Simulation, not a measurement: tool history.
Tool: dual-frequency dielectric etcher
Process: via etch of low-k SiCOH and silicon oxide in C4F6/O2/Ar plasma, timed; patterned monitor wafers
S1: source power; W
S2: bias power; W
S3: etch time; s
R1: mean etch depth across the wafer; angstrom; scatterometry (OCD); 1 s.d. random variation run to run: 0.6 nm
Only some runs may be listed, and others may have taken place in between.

run  hour   S1   S2    S3      R1
  1   0.0  410  165  53.0  1352.6
  2   2.0  380  160  53.0  1292.4
  3   4.9  350  158  53.0  1242.2
  4  13.7  390  158  53.0  1311.6
  5  17.6  440  158  53.0  1378.6
     22.8  -- wet clean of the chamber
  6  22.8  410  158  53.0  1371.1
  7  28.2  330  125  49.5  1087.5
  8  31.3  330  125  49.5  1083.9

Run 9 has not been measured yet. What should we expect?
  9  38.7  340  125  49.5   ?

{"run 9": {"R1": 1098.9}}

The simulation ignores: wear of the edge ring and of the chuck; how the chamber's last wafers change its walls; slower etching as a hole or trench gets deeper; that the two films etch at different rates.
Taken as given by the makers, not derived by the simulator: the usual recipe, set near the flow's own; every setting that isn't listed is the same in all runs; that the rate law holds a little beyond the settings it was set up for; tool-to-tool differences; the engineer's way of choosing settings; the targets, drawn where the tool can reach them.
